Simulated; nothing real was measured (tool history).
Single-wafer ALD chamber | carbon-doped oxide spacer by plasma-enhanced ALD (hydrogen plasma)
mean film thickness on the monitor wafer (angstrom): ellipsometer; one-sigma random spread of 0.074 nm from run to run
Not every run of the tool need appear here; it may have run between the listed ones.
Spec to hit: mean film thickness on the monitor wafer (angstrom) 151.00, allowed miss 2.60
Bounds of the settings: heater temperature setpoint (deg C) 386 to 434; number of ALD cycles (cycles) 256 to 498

run	day	heater temperature setpoint (deg C)	number of ALD cycles (cycles)	mean film thickness on the monitor wafer (angstrom)
1	0.000	410	377	186.72
2	0.317	411	370	183.27
3	0.496	412	364	177.82
4	0.779	412	389	189.19
5	0.838	412	424	209.17
6	1.050	419	424	201.44
7	1.296	419	424	202.43
8	1.354	420	414	194.66
9	1.488	421	407	193.02
10	1.558	422	398	188.03
11	1.671	431	338	154.02

5 next moves are on the table. One of them brings every result within its allowed miss. Which?
A	1.783	425	340	?
B	1.783	429	339	?
C	1.783	434	332	?
D	1.783	424	340	?
E	1.783	423	331	?

move	mean film thickness on the monitor wafer (angstrom)
A	159.06
B	156.23
C	150.11
D	159.65
E	156.00
A: further off than the last run
B: further off than the last run
C: every result within its allowed miss
D: further off than the last run
E: further off than the last run
Move C is the one to make.

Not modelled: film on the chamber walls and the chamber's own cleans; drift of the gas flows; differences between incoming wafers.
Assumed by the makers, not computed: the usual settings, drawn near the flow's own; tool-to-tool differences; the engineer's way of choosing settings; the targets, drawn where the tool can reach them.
